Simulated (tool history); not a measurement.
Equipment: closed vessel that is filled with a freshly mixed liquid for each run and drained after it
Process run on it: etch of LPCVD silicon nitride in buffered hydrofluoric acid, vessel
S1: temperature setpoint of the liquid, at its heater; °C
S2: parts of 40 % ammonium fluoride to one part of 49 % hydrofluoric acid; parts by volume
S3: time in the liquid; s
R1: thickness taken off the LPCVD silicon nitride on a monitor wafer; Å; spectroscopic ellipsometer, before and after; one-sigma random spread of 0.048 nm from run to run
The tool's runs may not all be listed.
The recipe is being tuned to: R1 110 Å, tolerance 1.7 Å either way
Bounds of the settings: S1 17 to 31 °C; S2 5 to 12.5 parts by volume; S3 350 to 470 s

run  hour    S1   S2   S3      R1
  1     0    23  7.5  470  86.163
  2   5.1    23  7.5  350   64.51
  3  10.4  24.5  7.5  350  69.745
  4  15.1    26    7  350  80.567
  5  16.1    27    7  350  85.666
  6  16.7    25    7  350  76.594
  7  19.2  26.5    7  350  83.423
  8    22  27.5    7  350  87.564
  9  25.7    28    7  350  90.008
 10  29.3    31  6.5  350  113.61

Which single option among these 4 for the next run brings every result within its allowed miss of target? Just one does.
  A  32.9    30  7.5  440   ?
  B  32.9  30.5    7  375   ?
  C  32.9  27.5  5.5  365   ?
  D  32.9  30.5    6  350   ?

move      R1
   A   118.1
   B  111.29
   C  113.76
   D  118.69
A: further off than the last run
B: every result lands within tolerance
C: about as far from the targets as the last run
D: further off than the last run
So the answer is move B, the one that meets all the targets.
